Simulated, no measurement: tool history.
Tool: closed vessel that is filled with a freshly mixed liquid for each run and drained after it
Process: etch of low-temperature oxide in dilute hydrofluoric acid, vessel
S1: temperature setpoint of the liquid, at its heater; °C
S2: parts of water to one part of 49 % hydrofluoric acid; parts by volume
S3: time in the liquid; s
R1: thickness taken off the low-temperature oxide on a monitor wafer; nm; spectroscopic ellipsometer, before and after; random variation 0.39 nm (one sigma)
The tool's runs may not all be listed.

| run | hour | S1 | S2 | S3 | R1 |
|---|---|---|---|---|---|
| 1 | 0 | 20 | 50 | 105 | 59.856 |
| 2 | 4.6 | 22.5 | 50 | 105 | 66.148 |
| 3 | 7.3 | 22.5 | 50 | 115 | 72.013 |
| 4 | 9.4 | 22.5 | 65 | 115 | 54.106 |
| 5 | 16.6 | 24.5 | 65 | 115 | 58.805 |
| 6 | 25.8 | 24.5 | 65 | 105 | 54.021 |
| 7 | 34.4 | 24 | 65 | 105 | 52.966 |
| 8 | 37.1 | 23.5 | 65 | 105 | 52.136 |

The next listed run, before its measurement:
| 9 | 43.2 | 23 | 65 | 105 | ? |

R1: 51.386 nm
